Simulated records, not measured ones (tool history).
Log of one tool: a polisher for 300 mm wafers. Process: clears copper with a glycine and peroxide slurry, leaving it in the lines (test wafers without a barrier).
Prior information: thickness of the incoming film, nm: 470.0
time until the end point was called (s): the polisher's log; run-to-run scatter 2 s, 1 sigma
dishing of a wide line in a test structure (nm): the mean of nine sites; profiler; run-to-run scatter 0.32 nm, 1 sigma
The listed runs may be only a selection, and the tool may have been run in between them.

run  hour  flow of slurry (ml/min)  pressure of the wafer on the pad (kPa)  speed of the pad under the wafer (m/s)  overpolish time after the end point (s)  time until the end point was called (s)  dishing of a wide line in a test structure (nm)
  1   0.0                      250                                    15.9                                    1.24                                       13                                   103.50                                           41.816
  2   6.9                      250                                    15.2                                    1.24                                       13                                   110.40                                           40.968
  3   9.0                      250                                    14.5                                    1.24                                       13                                   114.37                                           39.913
  4  17.7                      250                                    13.8                                    1.24                                       13                                   117.87                                           38.098
  5  19.0                      250                                    13.1                                    1.24                                       13                                   123.06                                           37.559
  6  25.7                      250                                    13.1                                    1.52                                       13                                   107.29                                           40.082
  7  30.5                      250                                    12.4                                    1.52                                       13                                   114.45                                           38.291
  8  32.1                      250                                    11.7                                    1.52                                       13                                   120.26                                           36.710

Predict the results of run 9:
  9  40.8                      250                                    11.0                                    1.52                                       13                                        ?                                                ?

{"run 9": {"time until the end point was called (s)": 129.16, "dishing of a wide line in a test structure (nm)": 35.97}}

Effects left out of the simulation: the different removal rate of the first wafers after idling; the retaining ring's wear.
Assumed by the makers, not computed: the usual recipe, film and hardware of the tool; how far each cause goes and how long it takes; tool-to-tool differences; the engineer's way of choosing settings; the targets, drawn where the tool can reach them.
